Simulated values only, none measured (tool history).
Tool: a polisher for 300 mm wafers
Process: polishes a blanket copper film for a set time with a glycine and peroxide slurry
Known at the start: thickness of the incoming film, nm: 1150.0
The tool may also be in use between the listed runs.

run  hour  flow of slurry (ml/min)  pressure of the wafer on the pad (psi)  speed of the pad under the wafer (m/s)  polishing time (s)  film removed (nm)
  1     0                      165                                       2                                    1.16                  52              208.5
  2   8.2                      165                                       2                                    1.16                  47              189.8
  3  10.9                      165                                       2                                    1.42                  47             220.39
  4  17.6                      160                                     1.9                                    1.42                  47             211.49
  5  18.6                      160                                     1.8                                    1.42                  47             201.95
  6  25.6                      145                                     1.8                                    1.42                  47             200.25

The next listed run, before its measurement:
  7  26.6                      145                                     1.7                                    1.42                  47                  ?

{"run 7": {"film removed (nm)": 188.18}}
